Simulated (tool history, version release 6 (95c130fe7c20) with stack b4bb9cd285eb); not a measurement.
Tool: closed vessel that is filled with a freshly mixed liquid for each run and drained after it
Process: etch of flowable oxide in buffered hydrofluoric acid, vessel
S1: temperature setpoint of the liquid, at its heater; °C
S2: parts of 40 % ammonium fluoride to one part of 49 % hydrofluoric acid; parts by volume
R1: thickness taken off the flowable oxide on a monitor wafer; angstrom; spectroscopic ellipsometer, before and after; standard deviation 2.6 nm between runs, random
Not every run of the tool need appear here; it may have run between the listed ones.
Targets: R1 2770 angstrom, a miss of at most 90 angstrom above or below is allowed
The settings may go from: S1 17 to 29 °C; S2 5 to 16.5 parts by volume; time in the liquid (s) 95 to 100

run 1 hour=0 | S1=21 S2=10 time_in_the_liquid_(s)=95 | R1=4373.4
run 2 hour=2.2 | S1=19.5 S2=10 time_in_the_liquid_(s)=95 | R1=3978.5
run 3 hour=10.3 | S1=19.5 S2=10 time_in_the_liquid_(s)=100 | R1=4174.4
run 4 hour=17 | S1=18 S2=10 time_in_the_liquid_(s)=100 | R1=3794.7
run 5 hour=21 | S1=17.5 S2=11 time_in_the_liquid_(s)=100 | R1=3505.6
run 6 hour=25.8 | S1=17.5 S2=11 time_in_the_liquid_(s)=100 | R1=3496.3
run 7 hour=30.3 | S1=17.5 S2=12 time_in_the_liquid_(s)=100 | R1=3248.4
run 8 hour=33.1 | S1=17.5 S2=12.5 time_in_the_liquid_(s)=100 | R1=3080.6
run 9 hour=41.9 | S1=17.5 S2=13 time_in_the_liquid_(s)=100 | R1=2957.9

5 candidate next runs follow, results not yet known. Just one meets every target within its allowed miss. Identify it.
run A hour=50.7 | S1=20 S2=16 time_in_the_liquid_(s)=100 | R1=?
run B hour=50.7 | S1=18.5 S2=12.5 time_in_the_liquid_(s)=100 | R1=?
run C hour=50.7 | S1=18 S2=13 time_in_the_liquid_(s)=100 | R1=?
run D hour=50.7 | S1=17 S2=11.5 time_in_the_liquid_(s)=95 | R1=?
run E hour=50.7 | S1=22 S2=15 time_in_the_liquid_(s)=95 | R1=?

move=A R1=2792.4
move=B R1=3269.1
move=C R1=3058.3
move=D R1=3093.9
move=E R1=3159.6
A: in spec on every target
B: misses by more than the last run did
C: misses by more than the last run did
D: misses by more than the last run did
E: misses by more than the last run did
A meets every target.

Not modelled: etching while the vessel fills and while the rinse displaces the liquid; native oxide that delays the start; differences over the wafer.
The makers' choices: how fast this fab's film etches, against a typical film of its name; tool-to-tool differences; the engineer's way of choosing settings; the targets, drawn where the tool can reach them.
